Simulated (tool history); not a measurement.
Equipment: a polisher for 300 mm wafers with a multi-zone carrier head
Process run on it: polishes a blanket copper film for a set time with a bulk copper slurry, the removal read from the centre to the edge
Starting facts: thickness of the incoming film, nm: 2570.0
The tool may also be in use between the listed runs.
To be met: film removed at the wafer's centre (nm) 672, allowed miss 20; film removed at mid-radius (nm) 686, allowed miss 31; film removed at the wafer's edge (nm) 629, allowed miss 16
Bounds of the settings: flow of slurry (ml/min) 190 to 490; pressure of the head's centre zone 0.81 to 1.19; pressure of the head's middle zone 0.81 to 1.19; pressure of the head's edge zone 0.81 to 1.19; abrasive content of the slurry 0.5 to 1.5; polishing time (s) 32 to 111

run	hour	flow of slurry (ml/min)	pressure of the head's centre zone	pressure of the head's middle zone	pressure of the head's edge zone	abrasive content of the slurry	polishing time (s)	film removed at the wafer's centre (nm)	film removed at mid-radius (nm)	film removed at the wafer's edge (nm)
1	0	315	1	1	1	1	71	531.41	528.55	534.97
2	8	325	1.02	1.04	1.03	1.05	71	552.59	548.9	546
3	9.7	325	1.06	1.04	1.03	1.05	71	562.54	553.52	556.34
4	16.7	335	1.08	1.07	1.04	1.1	71	597.3	564.26	556.75
5	20.2	335	1.08	1.07	0.96	1.1	71	583.07	560.84	536.85
6	29.2	335	1.08	1.09	0.98	1.2	72	605.51	585.9	555.52
7	31.9	340	1.08	1.11	1	1.25	73	621.33	607.52	579.55
8	35.8	380	1.1	1.19	1.03	1.45	74	673.38	702.58	612.65

Below are 4 possible settings for the next run. Only one of them brings all results inside the allowed miss of their targets. Which is it?
A	39.7	390	1.07	1.13	0.99	1.5	76	?	?	?
B	39.7	465	1.16	1.19	0.96	1.5	72	?	?	?
C	39.7	380	1.12	1.19	1.02	1.45	73	?	?	?
D	39.7	365	1.01	1.19	0.9	1.45	82	?	?	?

move	film removed at the wafer's centre (nm)	film removed at mid-radius (nm)	film removed at the wafer's edge (nm)
A	689.74	698.24	620.8
B	717.59	697.28	585.81
C	687.78	693.29	597.68
D	694.1	777.2	639.35
A: each result inside its tolerance
B: the biggest miss grows against the last run
C: the biggest miss grows against the last run
D: the worst result of the last run now meets its target, but another is out of spec
A meets every target.
